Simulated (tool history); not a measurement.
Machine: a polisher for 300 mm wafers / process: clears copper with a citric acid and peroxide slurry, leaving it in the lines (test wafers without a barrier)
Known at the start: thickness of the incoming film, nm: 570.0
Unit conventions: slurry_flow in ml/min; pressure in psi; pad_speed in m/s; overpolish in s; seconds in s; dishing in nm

run    day  slurry_flow  pressure  pad_speed  slurry_solids  overpolish  seconds  dishing
  1  0.000          180       3.8       1.38            1.0          11   152.71   28.550
  2  0.279          180       3.3       1.38            1.0          11   174.28   25.610
  3  0.442          180       3.3       1.24            1.0          11   185.28   23.916
  4  0.625          180       3.3       1.12            1.0          11   197.48   22.966
  5  0.967          180       3.3       1.24            1.0          11   185.89   24.075
  6  1.058          205       3.3       1.24            1.0          11   183.66   23.316

For run 7, what comes out?
  7  1.275          210       3.1       1.24            1.0          10        ?        ?

{"run 7": {"seconds": 194.61, "dishing": 21.002}}

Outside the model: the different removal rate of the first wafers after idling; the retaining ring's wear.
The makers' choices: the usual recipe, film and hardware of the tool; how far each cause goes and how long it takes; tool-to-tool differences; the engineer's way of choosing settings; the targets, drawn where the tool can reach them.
